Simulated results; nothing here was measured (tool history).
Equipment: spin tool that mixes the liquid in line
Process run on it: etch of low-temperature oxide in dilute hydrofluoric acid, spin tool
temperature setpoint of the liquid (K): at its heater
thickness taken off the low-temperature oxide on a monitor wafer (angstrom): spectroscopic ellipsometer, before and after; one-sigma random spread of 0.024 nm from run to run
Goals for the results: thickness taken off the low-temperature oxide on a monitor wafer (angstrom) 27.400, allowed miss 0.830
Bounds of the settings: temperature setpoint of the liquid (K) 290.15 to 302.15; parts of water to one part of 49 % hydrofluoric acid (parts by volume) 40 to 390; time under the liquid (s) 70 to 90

run,hour,temperature setpoint of the liquid (K),parts of water to one part of 49 % hydrofluoric acid (parts by volume),time under the liquid (s),thickness taken off the low-temperature oxide on a monitor wafer (angstrom)
1,0.0,294.15,215,90,56.884
2,7.0,293.15,240,90,47.999
3,12.6,293.15,270,90,40.631
4,20.6,292.65,285,90,38.167
5,28.2,292.65,350,90,28.779
6,33.0,292.65,350,70,22.465
7,39.7,294.15,350,70,24.073
# hour 40.4: hydrofluoric acid flow meter replaced
8,40.4,294.15,350,70,22.397
9,47.4,293.65,340,70,22.966
10,48.0,293.65,330,70,23.539
11,52.7,293.65,325,70,24.425
12,58.6,293.65,320,70,24.681

Which single option among these 4 for the next run brings every result within its allowed miss of target? Just one does.
A,64.5,296.15,300,70,?
B,64.5,293.15,360,85,?
C,64.5,294.15,335,80,?
D,64.5,293.15,390,80,?

move,thickness taken off the low-temperature oxide on a monitor wafer (angstrom)
A,29.446
B,25.396
C,27.195
D,21.514
A: takes the result that was furthest off past its target
B: nearer than the last run, and not there yet
C: each result inside its tolerance
D: moves away from the targets compared with the last run
Go with C: it meets all targets.
